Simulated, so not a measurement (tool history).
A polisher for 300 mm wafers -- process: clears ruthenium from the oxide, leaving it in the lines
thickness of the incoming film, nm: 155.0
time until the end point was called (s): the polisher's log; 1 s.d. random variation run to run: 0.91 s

run	day	flow of slurry (ml/min)	pressure of the wafer on the pad (psi)	speed of the pad under the wafer (cm/s)	overpolish time after the end point (s)	time until the end point was called (s)
1	0.000	140	2.1	128	20	98.061
2	0.288	140	2.1	128	20	97.996
3	0.558	140	2.1	104	20	118.750
4	0.667	140	1.8	104	20	136.730
5	0.704	140	1.8	104	22	139.430
6	0.817	140	1.5	104	22	164.300
7	1.112	140	1.7	106	22	144.730
8	1.200	140	1.9	108	22	125.740
9	1.346	140	2.0	108	22	120.450
10	1.483	140	2.1	108	22	113.860
11	1.592	140	2.2	108	22	110.160
12	1.958	140	2.3	110	22	103.030
13	2.188	140	2.4	112	22	95.747
14	2.517	140	2.5	112	22	91.565
# day 2.800: worn pad replaced by a new one
15	2.800	140	2.6	112	22	82.040
16	2.842	140	2.7	112	22	79.166
17	3.129	140	2.8	112	22	74.501

Run 18 comes next. What will it give?
18	3.446	145	3.0	112	22	?

Run 18 gave time until the end point was called (s) 70.576.

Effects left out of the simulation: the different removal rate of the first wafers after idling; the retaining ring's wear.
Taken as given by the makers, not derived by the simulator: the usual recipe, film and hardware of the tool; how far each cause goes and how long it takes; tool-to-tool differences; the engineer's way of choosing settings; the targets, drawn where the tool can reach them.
